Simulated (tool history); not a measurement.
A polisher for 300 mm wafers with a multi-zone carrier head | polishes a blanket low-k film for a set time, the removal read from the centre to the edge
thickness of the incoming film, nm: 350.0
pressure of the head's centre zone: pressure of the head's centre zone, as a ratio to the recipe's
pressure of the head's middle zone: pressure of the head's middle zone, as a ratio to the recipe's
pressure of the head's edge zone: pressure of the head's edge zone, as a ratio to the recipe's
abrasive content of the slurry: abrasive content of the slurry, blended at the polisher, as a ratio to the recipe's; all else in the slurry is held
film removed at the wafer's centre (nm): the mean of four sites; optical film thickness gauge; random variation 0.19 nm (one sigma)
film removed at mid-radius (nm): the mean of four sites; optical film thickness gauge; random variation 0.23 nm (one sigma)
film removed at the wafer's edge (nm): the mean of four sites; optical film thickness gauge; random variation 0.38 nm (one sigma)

run	day	flow of slurry (ml/min)	pressure of the head's centre zone	pressure of the head's middle zone	pressure of the head's edge zone	abrasive content of the slurry	polishing time (s)	film removed at the wafer's centre (nm)	film removed at mid-radius (nm)	film removed at the wafer's edge (nm)
1	0	260	1	1	1	1	60	22.644	22.367	22.326
2	0.067	260	1	1	1	0.9	60	21.071	20.836	21.281
3	0.425	260	1	1.07	1	0.9	60	21.22	22.034	20.95
4	0.696	265	0.97	1.07	1.05	1.1	62	24.296	26.029	25.445
5	0.725	265	0.97	1.07	0.99	1.1	62	24.348	26.538	24.436
6	0.971	265	0.97	1.07	0.99	1.1	52	20.204	21.97	20.518

The next listed run, before its measurement:
7	1.192	280	0.96	1.09	1.05	1.2	54	?	?	?

Run 7 gave film removed at the wafer's centre (nm) 22.115, film removed at mid-radius (nm) 24.426, film removed at the wafer's edge (nm) 22.897.
